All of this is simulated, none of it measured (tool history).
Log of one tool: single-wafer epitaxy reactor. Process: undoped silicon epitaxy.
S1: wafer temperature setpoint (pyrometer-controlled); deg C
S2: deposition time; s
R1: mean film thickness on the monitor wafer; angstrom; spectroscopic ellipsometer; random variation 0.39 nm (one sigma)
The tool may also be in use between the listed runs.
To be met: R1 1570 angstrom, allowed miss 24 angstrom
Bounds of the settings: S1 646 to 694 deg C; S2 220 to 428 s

{"run": 1, "hour": 0.0, "S1": 670, "S2": 324, "R1": 759.73}
{"run": 2, "hour": 8.6, "S1": 670, "S2": 364, "R1": 858.09}
{"run": 3, "hour": 17.3, "S1": 675, "S2": 364, "R1": 969.55}
{"run": 4, "hour": 18.2, "S1": 675, "S2": 347, "R1": 923.07}
{"run": 5, "hour": 25.8, "S1": 675, "S2": 331, "R1": 879.91}
{"run": 6, "hour": 30.2, "S1": 675, "S2": 315, "R1": 837.05}
{"run": 7, "hour": 30.8, "S1": 679, "S2": 326, "R1": 951.52}
{"run": 8, "hour": 37.3, "S1": 679, "S2": 326, "R1": 953.17}
{"run": 9, "hour": 39.5, "S1": 682, "S2": 335, "R1": 1051.3}
{"run": 10, "hour": 46.5, "S1": 684, "S2": 342, "R1": 1124.2}
{"run": 11, "hour": 49.6, "S1": 686, "S2": 348, "R1": 1195.2}
{"run": 12, "hour": 52.9, "S1": 688, "S2": 354, "R1": 1273.5}
{"run": 13, "hour": 56.7, "S1": 689, "S2": 359, "R1": 1316.6}
{"run": 14, "hour": 62.8, "S1": 690, "S2": 363, "R1": 1368.3}
{"run": 15, "hour": 66.4, "S1": 691, "S2": 366, "R1": 1410.6}
{"run": 16, "hour": 68.2, "S1": 692, "S2": 368, "R1": 1452.3}
{"run": 17, "hour": 74.6, "S1": 692, "S2": 370, "R1": 1458.2}
{"run": 18, "hour": 75.9, "S1": 692, "S2": 372, "R1": 1474.5}
{"run": 19, "hour": 77.0, "S1": 692, "S2": 373, "R1": 1472}
{"run": 20, "hour": 78.1, "S1": 692, "S2": 374, "R1": 1477.1}
{"run": 21, "hour": 82.2, "S1": 692, "S2": 375, "R1": 1481.5}
{"run": 22, "hour": 87.3, "S1": 692, "S2": 375, "R1": 1475.9}
{"run": 23, "hour": 92.7, "S1": 692, "S2": 375, "R1": 1489.1}
{"hour": 101.5, "done": "pyrometer calibrated"}
{"run": 24, "hour": 101.5, "S1": 692, "S2": 375, "R1": 1685.9}
{"run": 25, "hour": 108.1, "S1": 691, "S2": 375, "R1": 1649.9}

4 next moves are on the table. One of them brings every result within its allowed miss. Which?
{"run": "A", "hour": 114.7, "S1": 692, "S2": 367, "R1": "?"}
{"run": "B", "hour": 114.7, "S1": 693, "S2": 343, "R1": "?"}
{"run": "C", "hour": 114.7, "S1": 692, "S2": 366, "R1": "?"}
{"run": "D", "hour": 114.7, "S1": 693, "S2": 353, "R1": "?"}

move=A R1=1651.1
move=B R1=1578.3
move=C R1=1646.6
move=D R1=1624.3
A: as far off as the last run
B: meets every target
C: as far off as the last run
D: nearer than the last run, and not there yet
Answer: B
